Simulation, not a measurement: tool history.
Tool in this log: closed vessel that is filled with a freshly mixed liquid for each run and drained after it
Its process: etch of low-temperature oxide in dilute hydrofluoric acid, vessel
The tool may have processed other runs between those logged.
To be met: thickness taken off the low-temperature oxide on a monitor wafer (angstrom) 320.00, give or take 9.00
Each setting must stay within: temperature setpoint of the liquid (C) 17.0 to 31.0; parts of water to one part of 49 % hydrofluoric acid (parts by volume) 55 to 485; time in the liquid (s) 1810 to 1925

| run | day | temperature setpoint of the liquid (C) | parts of water to one part of 49 % hydrofluoric acid (parts by volume) | time in the liquid (s) | thickness taken off the low-temperature oxide on a monitor wafer (angstrom) |
|---|---|---|---|---|---|
| 1 | 0.000 | 23.0 | 270 | 1810 | 581.95 |
| 2 | 0.262 | 23.0 | 175 | 1810 | 969.31 |
| 3 | 0.538 | 23.0 | 175 | 1925 | 1022.60 |
| 4 | 0.846 | 22.0 | 215 | 1925 | 772.55 |
| 5 | 1.138 | 21.0 | 235 | 1925 | 669.76 |
| 6 | 1.321 | 17.5 | 235 | 1925 | 599.40 |
| 7 | 1.671 | 17.5 | 260 | 1925 | 515.43 |
| 8 | 1.742 | 17.5 | 260 | 1925 | 530.86 |

5 next moves are on the table. One of them brings every result within its allowed miss. Which?
| A | 1.812 | 17.0 | 385 | 1880 | ? |
| B | 1.812 | 17.5 | 385 | 1810 | ? |
| C | 1.812 | 17.0 | 375 | 1810 | ? |
| D | 1.812 | 17.0 | 360 | 1820 | ? |
| E | 1.812 | 19.5 | 420 | 1880 | ? |

| move | thickness taken off the low-temperature oxide on a monitor wafer (angstrom) |
|---|---|
| A | 302.12 |
| B | 296.25 |
| C | 300.87 |
| D | 318.72 |
| E | 295.06 |
A: moves the result that the last run missed by most past its target, out the other side
B: moves the result that the last run missed by most past its target, out the other side
C: moves the result that the last run missed by most past its target, out the other side
D: in spec on every target
E: moves the result that the last run missed by most past its target, out the other side
The right move is D.
